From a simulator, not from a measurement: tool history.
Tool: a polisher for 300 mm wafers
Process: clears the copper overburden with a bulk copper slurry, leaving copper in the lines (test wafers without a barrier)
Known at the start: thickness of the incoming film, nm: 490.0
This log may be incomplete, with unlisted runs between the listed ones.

run  hour  flow of slurry (ml/min)  pressure of the wafer on the pad (psi)  speed of the pad under the wafer (cm/s)  abrasive content of the slurry  overpolish time after the end point (s)  time until the end point was called (s)  dishing of a wide line in a test structure (angstrom)
  1   0.0                      290                                     2.2                                       86                             1.0                                       22                                   67.349                                                 497.31
  2   8.9                      220                                     2.2                                       86                             1.0                                       22                                   70.988                                                 490.46
  3  11.4                      220                                     2.2                                       86                             1.1                                       22                                   69.620                                                 496.27
  4  17.1                      180                                     2.2                                       86                             1.1                                       22                                   71.567                                                 498.65
  5  20.3                      180                                     2.1                                       86                             1.1                                       22                                   74.071                                                 481.39
  6  26.7                      180                                     2.1                                      108                             1.1                                       22                                   61.902                                                 509.20
  7  29.7                      180                                     2.0                                      108                             1.1                                       22                                   66.783                                                 500.60
  8  31.4                      180                                     2.0                                      108                             1.1                                       22                                   65.326                                                 492.15
  9  37.2                      180                                     1.4                                      106                             1.1                                       23                                   93.994                                                 433.42
 10  40.7                      180                                     1.4                                      106                             1.1                                       23                                   93.482                                                 436.90
 11  42.8                      180                                     1.4                                      106                             1.1                                       23                                   92.508                                                 439.49
 12  45.6                      185                                     1.4                                      106                             1.1                                       23                                   93.252                                                 433.75
 13  52.1                      190                                     1.4                                      106                             1.1                                       23                                   92.685                                                 426.54
 14  56.9                      195                                     1.4                                      106                             1.1                                       23                                   91.184                                                 440.61
 15  61.4                      200                                     1.4                                      106                             1.1                                       23                                   91.699                                                 432.63
 16  66.2                      205                                     1.4                                      106                             1.1                                       23                                   90.282                                                 450.94

For run 17, what comes out?
 17  73.5                      210                                     1.4                                      106                             1.1                                       22                                        ?                                                      ?

{"run 17": {"time until the end point was called (s)": 89.803, "dishing of a wide line in a test structure (angstrom)": 420.25}}
